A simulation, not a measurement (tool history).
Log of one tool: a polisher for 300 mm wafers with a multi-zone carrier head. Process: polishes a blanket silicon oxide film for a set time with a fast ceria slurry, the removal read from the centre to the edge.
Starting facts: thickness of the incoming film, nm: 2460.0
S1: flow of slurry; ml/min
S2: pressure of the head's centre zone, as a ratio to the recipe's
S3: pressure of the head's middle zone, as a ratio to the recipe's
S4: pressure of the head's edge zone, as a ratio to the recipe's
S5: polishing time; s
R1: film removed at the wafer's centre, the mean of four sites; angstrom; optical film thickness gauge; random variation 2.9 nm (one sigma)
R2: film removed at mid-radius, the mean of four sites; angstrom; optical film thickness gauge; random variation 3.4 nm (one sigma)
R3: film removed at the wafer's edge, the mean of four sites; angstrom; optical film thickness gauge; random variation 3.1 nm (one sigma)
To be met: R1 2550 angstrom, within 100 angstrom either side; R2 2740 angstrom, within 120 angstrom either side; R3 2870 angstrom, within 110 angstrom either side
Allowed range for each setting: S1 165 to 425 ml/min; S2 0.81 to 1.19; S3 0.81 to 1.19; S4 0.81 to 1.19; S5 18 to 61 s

| run | hour | S1 | S2 | S3 | S4 | S5 | R1 | R2 | R3 |
|---|---|---|---|---|---|---|---|---|---|
| 1 | 0 | 275 | 1 | 1 | 1 | 39 | 4510.9 | 4540.2 | 4774.4 |
| 2 | 3.8 | 275 | 1 | 1 | 1 | 32 | 3767.9 | 3730.8 | 3895.6 |
| 3 | 8.5 | 270 | 0.95 | 0.98 | 0.97 | 29 | 3271 | 3342.4 | 3441.6 |
| 4 | 13.5 | 260 | 0.91 | 0.95 | 0.95 | 28 | 3056.3 | 3119.2 | 3320.3 |
| 5 | 21.9 | 260 | 0.91 | 0.95 | 0.95 | 34 | 3654.1 | 3821.6 | 4034.1 |
| 6 | 30.2 | 260 | 0.91 | 0.95 | 0.95 | 27 | 2987.5 | 2949.8 | 3166.5 |
| 7 | 31.9 | 255 | 0.88 | 0.95 | 0.94 | 26 | 2763.5 | 2869.5 | 3045.1 |
| 8 | 33.8 | 250 | 0.87 | 0.95 | 0.93 | 26 | 2651.1 | 2884 | 2991.1 |
| 9 | 40.4 | 240 | 0.87 | 0.94 | 0.92 | 26 | 2651.2 | 2847.7 | 2979.1 |

5 candidate next runs follow, results not yet known. Just one meets every target within its allowed miss. Identify it.
| A | 47 | 200 | 0.89 | 1.03 | 0.87 | 26 | ? | ? | ? |
| B | 47 | 265 | 0.98 | 1 | 0.85 | 25 | ? | ? | ? |
| C | 47 | 260 | 0.97 | 0.85 | 1.07 | 25 | ? | ? | ? |
| D | 47 | 215 | 0.95 | 0.98 | 0.87 | 26 | ? | ? | ? |
| E | 47 | 235 | 0.88 | 0.93 | 0.93 | 25 | ? | ? | ? |

| move | R1 | R2 | R3 |
|---|---|---|---|
| A | 2691.6 | 3018.2 | 2842.6 |
| B | 2948.7 | 2923.3 | 2767.7 |
| C | 2909.7 | 2587.6 | 3086.7 |
| D | 2900.5 | 2930.4 | 2862 |
| E | 2608.9 | 2737 | 2859.8 |
A: moves away from the targets compared with the last run
B: moves away from the targets compared with the last run
C: moves away from the targets compared with the last run
D: moves away from the targets compared with the last run
E: every result within its allowed miss
The right move is E.

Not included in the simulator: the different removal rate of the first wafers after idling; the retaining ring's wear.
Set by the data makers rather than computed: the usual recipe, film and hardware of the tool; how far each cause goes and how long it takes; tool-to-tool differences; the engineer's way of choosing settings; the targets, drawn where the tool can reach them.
